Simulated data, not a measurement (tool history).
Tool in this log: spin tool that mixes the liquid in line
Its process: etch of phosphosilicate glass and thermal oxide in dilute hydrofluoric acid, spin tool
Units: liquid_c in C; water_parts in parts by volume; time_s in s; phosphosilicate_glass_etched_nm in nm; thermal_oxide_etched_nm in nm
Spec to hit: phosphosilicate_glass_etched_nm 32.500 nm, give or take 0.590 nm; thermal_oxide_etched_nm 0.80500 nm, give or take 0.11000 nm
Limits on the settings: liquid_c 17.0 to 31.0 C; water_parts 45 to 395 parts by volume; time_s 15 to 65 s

run	hour	liquid_c	water_parts	time_s	phosphosilicate_glass_etched_nm	thermal_oxide_etched_nm
1	0.0	23.0	220	35	21.516	0.52352
2	4.1	23.0	185	35	26.749	0.65744
3	6.5	23.5	185	35	27.180	0.67820
4	11.6	22.0	185	35	25.843	0.60471
5	13.7	22.0	230	35	19.682	0.46259
6	14.4	23.0	225	35	21.010	0.50159
7	18.0	24.0	220	35	22.402	0.59026
8	24.7	24.0	220	35	22.242	0.57135
9	26.0	24.0	215	35	22.965	0.56380
10	31.8	24.5	210	35	24.078	0.62214
11	35.9	25.0	205	35	25.263	0.63444
12	44.5	25.5	205	35	25.855	0.62266
13	45.5	26.0	205	35	26.343	0.66674
14	53.6	26.5	205	35	26.736	0.63483
15	57.8	27.0	205	35	27.006	0.70398
16	59.3	27.5	205	35	27.777	0.73413
17	65.3	28.0	205	35	28.088	0.71782
18	71.5	28.5	205	35	28.563	0.67458
19	76.2	30.0	185	35	34.231	0.87287
20	78.8	29.0	185	35	33.119	0.80049

Exercise: of the 4 proposed moves below, exactly one satisfies all targets within the stated allowed misses. Which move is it?
A	81.4	31.0	270	50	?	?
B	81.4	31.0	310	60	?	?
C	81.4	31.0	205	35	?	?
D	81.4	27.5	200	40	?	?

move	phosphosilicate_glass_etched_nm	thermal_oxide_etched_nm
A	31.041	0.79274
B	30.886	0.78877
C	31.158	0.79571
D	32.602	0.83261
A: pushes the last run's worst result past its target
B: pushes the last run's worst result past its target
C: pushes the last run's worst result past its target
D: hits every target within its allowed miss
D meets every target.
